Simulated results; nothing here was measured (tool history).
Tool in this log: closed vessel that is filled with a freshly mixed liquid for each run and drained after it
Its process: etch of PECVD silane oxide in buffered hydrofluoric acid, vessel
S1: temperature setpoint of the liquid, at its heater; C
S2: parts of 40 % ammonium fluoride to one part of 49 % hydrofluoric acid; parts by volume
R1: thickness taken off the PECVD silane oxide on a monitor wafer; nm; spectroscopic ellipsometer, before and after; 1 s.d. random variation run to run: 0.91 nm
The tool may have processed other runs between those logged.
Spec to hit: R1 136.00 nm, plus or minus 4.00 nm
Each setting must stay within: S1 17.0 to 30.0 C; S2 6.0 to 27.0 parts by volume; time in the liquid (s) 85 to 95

{"run": 1, "hour": 0.0, "S1": 22.0, "S2": 16.5, "time in the liquid (s)": 85, "R1": 175.77}
{"run": 2, "hour": 4.6, "S1": 21.0, "S2": 16.5, "time in the liquid (s)": 85, "R1": 166.43}
{"run": 3, "hour": 12.8, "S1": 20.0, "S2": 16.5, "time in the liquid (s)": 85, "R1": 156.98}
{"run": 4, "hour": 13.8, "S1": 19.5, "S2": 16.5, "time in the liquid (s)": 85, "R1": 153.64}
{"run": 5, "hour": 14.8, "S1": 22.5, "S2": 16.5, "time in the liquid (s)": 85, "R1": 181.1}
{"run": 6, "hour": 15.9, "S1": 22.5, "S2": 16.5, "time in the liquid (s)": 95, "R1": 202.53}
{"run": 7, "hour": 23.1, "S1": 21.0, "S2": 17.0, "time in the liquid (s)": 95, "R1": 181.66}
{"run": 8, "hour": 30.8, "S1": 20.0, "S2": 17.5, "time in the liquid (s)": 95, "R1": 165.44}
{"run": 9, "hour": 33.4, "S1": 19.5, "S2": 17.5, "time in the liquid (s)": 95, "R1": 161.91}
{"run": 10, "hour": 37.9, "S1": 19.0, "S2": 17.5, "time in the liquid (s)": 95, "R1": 155.46}
{"run": 11, "hour": 40.7, "S1": 18.5, "S2": 17.5, "time in the liquid (s)": 95, "R1": 151.46}

5 candidate next runs follow, results not yet known. Just one meets every target within its allowed miss. Identify it.
{"run": "A", "hour": 43.5, "S1": 19.5, "S2": 15.0, "time in the liquid (s)": 95, "R1": "?"}
{"run": "B", "hour": 43.5, "S1": 18.5, "S2": 16.0, "time in the liquid (s)": 95, "R1": "?"}
{"run": "C", "hour": 43.5, "S1": 20.0, "S2": 17.5, "time in the liquid (s)": 90, "R1": "?"}
{"run": "D", "hour": 43.5, "S1": 18.0, "S2": 17.0, "time in the liquid (s)": 85, "R1": "?"}
{"run": "E", "hour": 43.5, "S1": 17.0, "S2": 14.0, "time in the liquid (s)": 95, "R1": "?"}

move=A R1=188.01
move=B R1=166.75
move=C R1=157.37
move=D R1=136.61
move=E R1=174.60
A: misses by more than the last run did
B: misses by more than the last run did
C: misses by more than the last run did
D: all results land within tolerance of their targets
E: misses by more than the last run did
D meets every target.
